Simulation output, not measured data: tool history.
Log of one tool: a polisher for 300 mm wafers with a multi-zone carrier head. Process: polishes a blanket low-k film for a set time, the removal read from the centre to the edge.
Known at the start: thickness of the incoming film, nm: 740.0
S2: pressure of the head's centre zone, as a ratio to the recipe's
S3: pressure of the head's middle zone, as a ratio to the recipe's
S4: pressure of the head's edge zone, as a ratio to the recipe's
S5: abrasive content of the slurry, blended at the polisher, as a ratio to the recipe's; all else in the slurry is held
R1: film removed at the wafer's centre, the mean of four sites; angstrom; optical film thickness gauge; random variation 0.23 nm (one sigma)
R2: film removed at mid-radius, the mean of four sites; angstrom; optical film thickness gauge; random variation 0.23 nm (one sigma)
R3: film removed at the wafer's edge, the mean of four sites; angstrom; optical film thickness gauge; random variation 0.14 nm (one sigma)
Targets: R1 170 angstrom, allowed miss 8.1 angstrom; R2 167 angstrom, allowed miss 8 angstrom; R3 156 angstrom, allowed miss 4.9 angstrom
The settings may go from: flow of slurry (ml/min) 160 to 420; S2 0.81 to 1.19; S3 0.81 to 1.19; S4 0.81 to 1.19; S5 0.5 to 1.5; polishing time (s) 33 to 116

run 1 hour=0 | flow_of_slurry_(ml/min)=270 S2=1 S3=1 S4=1 S5=1 polishing_time_(s)=74 | R1=217.64 R2=224.61 R3=224
run 2 hour=6.7 | flow_of_slurry_(ml/min)=270 S2=1 S3=1 S4=1 S5=1 polishing_time_(s)=59 | R1=176.19 R2=181.53 R3=178.48
run 3 hour=11.5 | flow_of_slurry_(ml/min)=270 S2=1 S3=1 S4=1 S5=1 polishing_time_(s)=77 | R1=227.75 R2=233.92 R3=229.7
run 4 hour=16.5 | flow_of_slurry_(ml/min)=270 S2=1 S3=1 S4=0.99 S5=0.95 polishing_time_(s)=76 | R1=227.64 R2=226.8 R3=225.48
run 5 hour=24.5 | flow_of_slurry_(ml/min)=270 S2=1 S3=1 S4=0.99 S5=0.75 polishing_time_(s)=76 | R1=196.61 R2=205.72 R3=204.51
run 6 hour=31.6 | flow_of_slurry_(ml/min)=270 S2=1 S3=1 S4=0.99 S5=0.75 polishing_time_(s)=62 | R1=163.35 R2=168.01 R3=165.42
run 7 hour=33.7 | flow_of_slurry_(ml/min)=270 S2=1 S3=1 S4=0.98 S5=0.75 polishing_time_(s)=62 | R1=164.13 R2=165.99 R3=166.51
run 8 hour=42.4 | flow_of_slurry_(ml/min)=275 S2=1.07 S3=1.06 S4=0.88 S5=0.65 polishing_time_(s)=62 | R1=165.21 R2=167.93 R3=149.32
run 9 hour=44.2 | flow_of_slurry_(ml/min)=275 S2=1.07 S3=1.06 S4=0.89 S5=0.65 polishing_time_(s)=62 | R1=166.29 R2=167.76 R3=148.07
run 10 hour=45.4 | flow_of_slurry_(ml/min)=275 S2=1.07 S3=1.06 S4=0.9 S5=0.65 polishing_time_(s)=62 | R1=163.11 R2=163.69 R3=149.18

5 next moves are on the table. One of them brings every result within its allowed miss. Which?
run A hour=46.6 | flow_of_slurry_(ml/min)=270 S2=1.04 S3=0.99 S4=0.87 S5=0.7 polishing_time_(s)=64 | R1=? R2=? R3=?
run B hour=46.6 | flow_of_slurry_(ml/min)=235 S2=1 S3=1.07 S4=1.09 S5=0.5 polishing_time_(s)=66 | R1=? R2=? R3=?
run C hour=46.6 | flow_of_slurry_(ml/min)=300 S2=1.09 S3=1.07 S4=0.81 S5=0.65 polishing_time_(s)=60 | R1=? R2=? R3=?
run D hour=46.6 | flow_of_slurry_(ml/min)=210 S2=1.17 S3=1.19 S4=0.98 S5=0.55 polishing_time_(s)=63 | R1=? R2=? R3=?
run E hour=46.6 | flow_of_slurry_(ml/min)=295 S2=1.14 S3=1.06 S4=0.91 S5=0.6 polishing_time_(s)=61 | R1=? R2=? R3=?

move=A R1=167.48 R2=165.31 R3=158.52
move=B R1=141.62 R2=155.22 R3=155.69
move=C R1=161.39 R2=162.33 R3=140.67
move=D R1=160.9 R2=166.24 R3=144.9
move=E R1=165.3 R2=157.96 R3=145.52
A: meets every target
B: brings the result that was furthest off to its target, and leaves another outside
C: further off than the last run
D: further off than the last run
E: further off than the last run
Answer: A
